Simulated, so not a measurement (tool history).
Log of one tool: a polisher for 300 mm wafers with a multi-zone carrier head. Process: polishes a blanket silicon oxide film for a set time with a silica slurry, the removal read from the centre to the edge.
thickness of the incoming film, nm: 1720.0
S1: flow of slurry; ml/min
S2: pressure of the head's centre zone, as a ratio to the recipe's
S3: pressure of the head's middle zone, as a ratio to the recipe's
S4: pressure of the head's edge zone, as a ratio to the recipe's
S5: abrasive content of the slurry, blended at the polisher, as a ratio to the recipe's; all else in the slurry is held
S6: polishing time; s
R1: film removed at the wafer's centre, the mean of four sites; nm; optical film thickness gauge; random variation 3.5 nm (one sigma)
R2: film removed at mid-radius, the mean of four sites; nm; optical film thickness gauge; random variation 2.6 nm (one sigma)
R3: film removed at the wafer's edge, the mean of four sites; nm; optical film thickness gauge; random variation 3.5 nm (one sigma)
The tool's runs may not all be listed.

run 1 hour=0 | S1=260 S2=1 S3=1 S4=1 S5=1 S6=43 | R1=235.82 R2=222.55 R3=220.54
run 2 hour=4.4 | S1=260 S2=1 S3=0.92 S4=1 S5=1 S6=43 | R1=234.1 R2=213.4 R3=225.71
run 3 hour=8.3 | S1=265 S2=1 S3=0.97 S4=1.02 S5=1.1 S6=43 | R1=237.17 R2=226.25 R3=232.09
run 4 hour=13.7 | S1=295 S2=1 S3=0.97 S4=1.02 S5=1.1 S6=43 | R1=239.39 R2=228.93 R3=235.54
run 5 hour=14.9 | S1=300 S2=1.02 S3=1 S4=1.02 S5=1.2 S6=43 | R1=257.81 R2=240.19 R3=241.53
run 6 hour=20.6 | S1=340 S2=1.02 S3=1 S4=1.02 S5=1.2 S6=43 | R1=267.12 R2=252.62 R3=242.16
run 7 hour=22.4 | S1=340 S2=1.02 S3=1 S4=1.02 S5=1.2 S6=43 | R1=267.31 R2=247.99 R3=243.78

The next listed run, before its measurement:
run 8 hour=27.5 | S1=345 S2=1.02 S3=1.02 S4=1.03 S5=1.25 S6=43 | R1=? R2=? R3=?

R1: 265.46 nm
R2: 257.64 nm
R3: 250.52 nm
